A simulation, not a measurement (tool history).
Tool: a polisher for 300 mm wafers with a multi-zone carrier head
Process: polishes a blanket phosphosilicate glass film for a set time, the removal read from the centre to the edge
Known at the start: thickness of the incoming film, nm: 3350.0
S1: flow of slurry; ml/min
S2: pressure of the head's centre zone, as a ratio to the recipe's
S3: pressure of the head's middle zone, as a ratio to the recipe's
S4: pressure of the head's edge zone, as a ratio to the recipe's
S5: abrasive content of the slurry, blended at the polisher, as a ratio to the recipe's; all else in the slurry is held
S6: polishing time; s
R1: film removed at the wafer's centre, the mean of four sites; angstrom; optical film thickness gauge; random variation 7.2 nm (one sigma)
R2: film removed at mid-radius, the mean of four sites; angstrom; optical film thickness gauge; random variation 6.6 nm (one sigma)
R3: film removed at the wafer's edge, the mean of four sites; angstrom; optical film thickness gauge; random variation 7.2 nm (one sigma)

| run | day | S1 | S2 | S3 | S4 | S5 | S6 | R1 | R2 | R3 |
|---|---|---|---|---|---|---|---|---|---|---|
| 1 | 0.000 | 155 | 1.00 | 1.00 | 1.00 | 1.00 | 85 | 7266.6 | 7664.9 | 7290.9 |
| 2 | 0.354 | 155 | 1.00 | 0.95 | 1.00 | 1.00 | 85 | 7343.6 | 7498.4 | 7127.1 |
| 3 | 0.642 | 155 | 1.00 | 0.95 | 1.00 | 0.90 | 85 | 7011.2 | 6994.2 | 6878.0 |
| 4 | 0.921 | 170 | 1.05 | 0.98 | 1.06 | 0.95 | 86 | 7635.1 | 7465.1 | 7335.9 |
| 5 | 1.246 | 190 | 1.05 | 0.98 | 1.06 | 0.95 | 86 | 7836.7 | 7560.3 | 7459.4 |
| 6 | 1.333 | 190 | 1.05 | 0.98 | 1.14 | 0.95 | 86 | 7739.8 | 7620.5 | 7801.2 |
| 7 | 1.662 | 200 | 1.08 | 1.00 | 1.15 | 1.00 | 86 | 8200.5 | 7947.1 | 8034.2 |
| 8 | 1.842 | 210 | 1.10 | 1.01 | 1.16 | 1.05 | 86 | 8741.2 | 8256.6 | 8338.5 |
| 9 | 1.967 | 215 | 1.11 | 1.02 | 1.17 | 1.10 | 86 | 9072.1 | 8586.7 | 8512.7 |
| 10 | 2.096 | 220 | 1.11 | 1.02 | 1.18 | 1.10 | 86 | 9243.9 | 8640.1 | 8650.4 |
| 11 | 2.221 | 225 | 1.11 | 1.02 | 1.18 | 1.10 | 86 | 9134.6 | 8516.5 | 8691.0 |
| 12 | 2.362 | 230 | 1.11 | 1.03 | 1.18 | 1.10 | 86 | 9179.5 | 8577.5 | 8691.8 |

Forecast run 13:
| 13 | 2.654 | 230 | 1.11 | 1.04 | 1.18 | 1.10 | 86 | ? | ? | ? |

R1: 9154.4 angstrom
R2: 8710.4 angstrom
R3: 8678.2 angstrom

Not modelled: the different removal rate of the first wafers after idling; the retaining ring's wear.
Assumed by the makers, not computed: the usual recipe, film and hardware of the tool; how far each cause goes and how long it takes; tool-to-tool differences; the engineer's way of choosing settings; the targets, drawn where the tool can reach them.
